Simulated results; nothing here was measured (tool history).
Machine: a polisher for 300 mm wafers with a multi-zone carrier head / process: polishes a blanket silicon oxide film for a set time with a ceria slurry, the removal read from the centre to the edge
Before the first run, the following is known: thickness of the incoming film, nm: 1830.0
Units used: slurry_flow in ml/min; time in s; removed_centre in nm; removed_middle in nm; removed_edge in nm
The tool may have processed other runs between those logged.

run,hour,slurry_flow,centre_zone,middle_zone,edge_zone,time,removed_centre,removed_middle,removed_edge
1,0.0,130,1.00,1.00,1.00,71,451.86,453.16,438.54
2,7.9,130,1.00,0.92,1.00,71,446.72,424.78,439.30
3,15.4,140,1.00,0.94,1.06,76,492.09,467.27,505.25
4,18.2,140,1.00,0.94,1.13,76,497.38,465.01,505.07
5,22.2,120,1.00,0.94,1.13,76,471.41,453.09,495.83
6,25.1,120,1.00,0.89,1.13,76,474.22,432.38,484.24
7,29.7,140,1.00,0.95,1.15,78,502.99,490.46,523.76
8,34.9,155,1.00,0.95,1.16,81,537.04,516.60,556.47
9,41.0,165,1.00,0.96,1.17,83,559.64,544.54,563.77
10,47.9,160,0.99,0.96,1.18,86,569.19,555.10,607.34
11,50.1,170,0.99,0.97,1.18,86,579.58,567.29,594.81

Estimate the outcome of run 12 from the log above:
12,51.1,170,0.99,0.97,1.18,87,?,?,?

Run 12 measured removed_centre 585.33 nm, removed_middle 573.16 nm, removed_edge 600.25 nm.
